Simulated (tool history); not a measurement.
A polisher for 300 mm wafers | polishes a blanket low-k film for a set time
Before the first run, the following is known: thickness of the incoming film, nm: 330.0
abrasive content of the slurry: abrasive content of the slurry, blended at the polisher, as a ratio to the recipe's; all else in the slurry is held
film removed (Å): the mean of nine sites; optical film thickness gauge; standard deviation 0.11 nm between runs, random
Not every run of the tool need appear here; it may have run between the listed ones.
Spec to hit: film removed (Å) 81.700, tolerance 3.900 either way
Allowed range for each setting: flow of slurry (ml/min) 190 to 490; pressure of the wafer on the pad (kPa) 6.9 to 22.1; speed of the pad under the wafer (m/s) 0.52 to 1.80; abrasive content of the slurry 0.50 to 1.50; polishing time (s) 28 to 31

run,day,flow of slurry (ml/min),pressure of the wafer on the pad (kPa),speed of the pad under the wafer (m/s),abrasive content of the slurry,polishing time (s),film removed (Å)
1,0.000,315,14.5,1.16,1.00,31,129.990
2,0.346,315,13.8,1.16,1.00,31,123.340
3,0.667,315,13.1,1.16,1.00,31,113.630
4,1.008,315,12.4,1.16,1.00,31,108.340
5,1.196,315,11.7,1.16,1.00,31,103.510
6,1.571,275,11.7,1.16,1.00,31,103.990
7,1.638,275,11.7,1.16,1.00,31,101.960
8,1.804,275,11.0,1.16,1.00,31,98.075

4 candidate next runs follow, results not yet known. Just one meets every target within its allowed miss. Identify it.
A,1.971,270,11.0,1.20,1.05,28,?
B,1.971,270,13.8,1.22,1.00,31,?
C,1.971,445,13.1,1.10,1.15,31,?
D,1.971,265,9.7,1.24,0.85,31,?

move,film removed (Å)
A,92.105
B,124.530
C,123.140
D,80.248
A: closer than the last run, but not yet in spec
B: further off than the last run
C: further off than the last run
D: every result within its allowed miss
D is the move that brings every result within its allowed miss.
